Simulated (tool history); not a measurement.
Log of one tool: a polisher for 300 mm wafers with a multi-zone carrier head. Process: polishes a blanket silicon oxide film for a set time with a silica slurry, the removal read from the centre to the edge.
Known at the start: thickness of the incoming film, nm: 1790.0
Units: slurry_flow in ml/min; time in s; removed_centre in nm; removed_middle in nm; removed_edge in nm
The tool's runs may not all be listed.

run,hour,slurry_flow,centre_zone,middle_zone,edge_zone,slurry_solids,time,removed_centre,removed_middle,removed_edge
1,0.0,215,1.00,1.00,1.00,1.00,63,162.72,165.54,162.95
2,4.2,215,1.00,1.00,1.03,1.00,63,158.31,165.52,163.03
3,7.0,215,1.00,0.95,1.03,1.00,63,160.82,158.18,160.18
4,14.3,215,1.00,0.95,1.08,1.00,63,158.72,157.03,172.57
5,18.6,225,1.03,0.96,1.10,1.05,63,172.77,162.24,170.50
6,25.3,225,1.03,0.96,1.10,1.05,52,137.31,134.66,139.93
7,31.1,215,1.04,0.88,1.19,1.30,65,186.56,166.23,194.48
8,35.1,220,1.04,0.88,1.19,1.35,65,191.48,167.58,200.84
9,42.5,230,1.04,0.89,1.19,1.35,65,188.86,172.70,203.20
10,50.7,235,1.05,0.89,1.19,1.35,65,194.48,172.77,201.48

Run 11 comes next. What will it give?
11,51.4,240,1.05,0.89,1.19,1.40,65,?,?,?

{"run 11": {"removed_centre": 194.65, "removed_middle": 175.43, "removed_edge": 203.81}}

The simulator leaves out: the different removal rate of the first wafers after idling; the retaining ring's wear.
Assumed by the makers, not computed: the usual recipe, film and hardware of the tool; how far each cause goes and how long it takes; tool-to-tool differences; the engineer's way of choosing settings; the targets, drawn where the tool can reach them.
